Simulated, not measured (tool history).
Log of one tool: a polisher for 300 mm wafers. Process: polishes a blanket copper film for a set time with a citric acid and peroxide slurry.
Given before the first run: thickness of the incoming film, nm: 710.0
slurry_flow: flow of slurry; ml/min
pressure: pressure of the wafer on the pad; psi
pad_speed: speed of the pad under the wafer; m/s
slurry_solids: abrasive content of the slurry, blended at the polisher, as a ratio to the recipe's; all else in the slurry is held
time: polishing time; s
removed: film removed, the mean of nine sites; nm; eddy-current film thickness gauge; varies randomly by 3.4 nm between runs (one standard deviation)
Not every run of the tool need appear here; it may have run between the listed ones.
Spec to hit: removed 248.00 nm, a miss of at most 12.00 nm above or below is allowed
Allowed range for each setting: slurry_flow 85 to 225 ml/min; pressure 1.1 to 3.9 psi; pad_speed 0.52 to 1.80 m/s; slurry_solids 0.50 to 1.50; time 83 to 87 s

run 1 hour=0.0 | slurry_flow=145 pressure=2.5 pad_speed=1.16 slurry_solids=1.00 time=83 | removed=147.98
run 2 hour=8.4 | slurry_flow=145 pressure=2.5 pad_speed=1.16 slurry_solids=1.10 time=83 | removed=149.09
run 3 hour=15.4 | slurry_flow=145 pressure=2.5 pad_speed=1.16 slurry_solids=0.95 time=83 | removed=146.92
run 4 hour=19.1 | slurry_flow=145 pressure=2.8 pad_speed=1.16 slurry_solids=0.95 time=83 | removed=155.46
run 5 hour=22.7 | slurry_flow=145 pressure=3.1 pad_speed=1.16 slurry_solids=0.95 time=83 | removed=164.67
run 6 hour=30.1 | slurry_flow=145 pressure=3.3 pad_speed=1.22 slurry_solids=0.95 time=83 | removed=180.56
run 7 hour=33.6 | slurry_flow=145 pressure=3.4 pad_speed=1.26 slurry_solids=0.95 time=83 | removed=195.67
run 8 hour=34.2 | slurry_flow=145 pressure=3.5 pad_speed=1.28 slurry_solids=0.95 time=83 | removed=202.55
run 9 hour=38.7 | slurry_flow=145 pressure=3.6 pad_speed=1.30 slurry_solids=0.95 time=83 | removed=204.92
run 10 hour=46.2 | slurry_flow=145 pressure=3.7 pad_speed=1.34 slurry_solids=0.95 time=83 | removed=218.08
run 11 hour=55.0 | slurry_flow=145 pressure=3.7 pad_speed=1.36 slurry_solids=0.95 time=83 | removed=222.85
run 12 hour=58.0 | slurry_flow=145 pressure=3.7 pad_speed=1.36 slurry_solids=0.95 time=83 | removed=229.04
run 13 hour=65.2 | slurry_flow=150 pressure=3.8 pad_speed=1.38 slurry_solids=0.95 time=83 | removed=237.03

Next run, 5 choices. One meets every target within its allowed miss, the rest don't. Which?
run A hour=72.4 | slurry_flow=125 pressure=3.4 pad_speed=1.48 slurry_solids=0.80 time=87 | removed=?
run B hour=72.4 | slurry_flow=195 pressure=3.0 pad_speed=1.44 slurry_solids=1.25 time=83 | removed=?
run C hour=72.4 | slurry_flow=130 pressure=3.6 pad_speed=1.28 slurry_solids=1.00 time=83 | removed=?
run D hour=72.4 | slurry_flow=160 pressure=3.8 pad_speed=1.30 slurry_solids=0.85 time=84 | removed=?
run E hour=72.4 | slurry_flow=175 pressure=3.9 pad_speed=1.34 slurry_solids=0.90 time=87 | removed=?

move=A removed=219.81
move=B removed=226.35
move=C removed=202.91
move=D removed=217.10
move=E removed=243.43
A: further off than the last run
B: further off than the last run
C: further off than the last run
D: further off than the last run
E: each result inside its tolerance
The right move is E.
